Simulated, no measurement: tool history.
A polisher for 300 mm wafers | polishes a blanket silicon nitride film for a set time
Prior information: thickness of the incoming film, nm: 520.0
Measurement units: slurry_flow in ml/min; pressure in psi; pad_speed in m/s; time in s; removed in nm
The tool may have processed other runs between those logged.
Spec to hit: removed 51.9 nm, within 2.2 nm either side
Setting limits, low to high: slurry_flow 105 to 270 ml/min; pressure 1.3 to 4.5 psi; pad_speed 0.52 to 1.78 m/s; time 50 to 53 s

run 1 hour=0 | slurry_flow=175 pressure=2.9 pad_speed=1.14 time=50 | removed=91.971
run 2 hour=5.4 | slurry_flow=215 pressure=2.9 pad_speed=1.14 time=50 | removed=96.821
run 3 hour=12.4 | slurry_flow=210 pressure=2.7 pad_speed=1.14 time=50 | removed=87.371
run 4 hour=15.3 | slurry_flow=210 pressure=2.6 pad_speed=1.14 time=50 | removed=88.659
run 5 hour=16.9 | slurry_flow=210 pressure=2.3 pad_speed=1.14 time=50 | removed=77.603
run 6 hour=24.8 | slurry_flow=210 pressure=2.2 pad_speed=1.14 time=50 | removed=73.914
run 7 hour=27.8 | slurry_flow=210 pressure=2.1 pad_speed=1.14 time=50 | removed=69.204
run 8 hour=33.9 | slurry_flow=210 pressure=2.1 pad_speed=1.14 time=50 | removed=70.995
run 9 hour=41 | slurry_flow=205 pressure=2 pad_speed=1.14 time=50 | removed=67.531

4 candidate next runs follow, results not yet known. Just one meets every target within its allowed miss. Identify it.
run A hour=48.1 | slurry_flow=200 pressure=1.6 pad_speed=0.98 time=50 | removed=?
run B hour=48.1 | slurry_flow=215 pressure=1.5 pad_speed=1.24 time=52 | removed=?
run C hour=48.1 | slurry_flow=200 pressure=2 pad_speed=0.82 time=50 | removed=?
run D hour=48.1 | slurry_flow=200 pressure=1.6 pad_speed=1.22 time=52 | removed=?

move=A removed=47.626
move=B removed=56.804
move=C removed=51.073
move=D removed=59.018
A: the result that was furthest off in the last run now lies on the other side of its target
B: nearer than the last run, and not there yet
C: hits every target within its allowed miss
D: nearer than the last run, and not there yet
Move C is the one to make.

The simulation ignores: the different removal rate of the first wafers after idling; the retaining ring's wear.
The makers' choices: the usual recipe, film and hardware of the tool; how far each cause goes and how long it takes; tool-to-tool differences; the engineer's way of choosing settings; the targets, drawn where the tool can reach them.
